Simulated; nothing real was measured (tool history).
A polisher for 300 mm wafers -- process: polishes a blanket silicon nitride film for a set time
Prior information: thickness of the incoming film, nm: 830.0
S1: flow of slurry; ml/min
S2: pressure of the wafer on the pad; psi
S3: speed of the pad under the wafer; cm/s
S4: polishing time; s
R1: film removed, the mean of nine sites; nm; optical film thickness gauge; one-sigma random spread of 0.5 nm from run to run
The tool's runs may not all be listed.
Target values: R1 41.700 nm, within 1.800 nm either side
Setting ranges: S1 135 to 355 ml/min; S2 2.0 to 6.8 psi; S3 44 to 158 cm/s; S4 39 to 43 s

{"run": 1, "hour": 0.0, "S1": 225, "S2": 4.4, "S3": 100, "S4": 43, "R1": 98.447}
{"run": 2, "hour": 3.8, "S1": 225, "S2": 4.4, "S3": 100, "S4": 39, "R1": 91.402}
{"run": 3, "hour": 7.3, "S1": 220, "S2": 3.8, "S3": 92, "S4": 39, "R1": 73.594}
{"run": 4, "hour": 8.6, "S1": 220, "S2": 4.7, "S3": 92, "S4": 39, "R1": 88.947}
{"run": 5, "hour": 12.4, "S1": 220, "S2": 5.2, "S3": 92, "S4": 39, "R1": 97.686}
{"run": 6, "hour": 16.8, "S1": 220, "S2": 5.7, "S3": 92, "S4": 39, "R1": 107.57}
{"run": 7, "hour": 23.5, "S1": 215, "S2": 4.8, "S3": 86, "S4": 39, "R1": 86.261}
{"run": 8, "hour": 28.8, "S1": 205, "S2": 3.6, "S3": 58, "S4": 39, "R1": 46.288}
{"run": 9, "hour": 30.1, "S1": 205, "S2": 3.5, "S3": 58, "S4": 39, "R1": 47.094}
{"run": 10, "hour": 32.5, "S1": 205, "S2": 3.4, "S3": 58, "S4": 39, "R1": 45.441}
{"run": 11, "hour": 36.8, "S1": 205, "S2": 3.3, "S3": 58, "S4": 39, "R1": 43.653}

Which one of the following 5 next-run settings gets every result inside its allowed miss? There is exactly one.
{"run": "A", "hour": 41.1, "S1": 220, "S2": 3.2, "S3": 64, "S4": 39, "R1": "?"}
{"run": "B", "hour": 41.1, "S1": 240, "S2": 3.5, "S3": 44, "S4": 39, "R1": "?"}
{"run": "C", "hour": 41.1, "S1": 205, "S2": 3.6, "S3": 52, "S4": 43, "R1": "?"}
{"run": "D", "hour": 41.1, "S1": 175, "S2": 3.6, "S3": 58, "S4": 39, "R1": "?"}
{"run": "E", "hour": 41.1, "S1": 205, "S2": 3.2, "S3": 50, "S4": 43, "R1": "?"}

move=A R1=47.794
move=B R1=39.025
move=C R1=49.499
move=D R1=47.787
move=E R1=42.834
A: the biggest miss grows against the last run
B: the result that was furthest off in the last run now lies on the other side of its target
C: the biggest miss grows against the last run
D: the biggest miss grows against the last run
E: meets every target
E is the move that brings every result within its allowed miss.
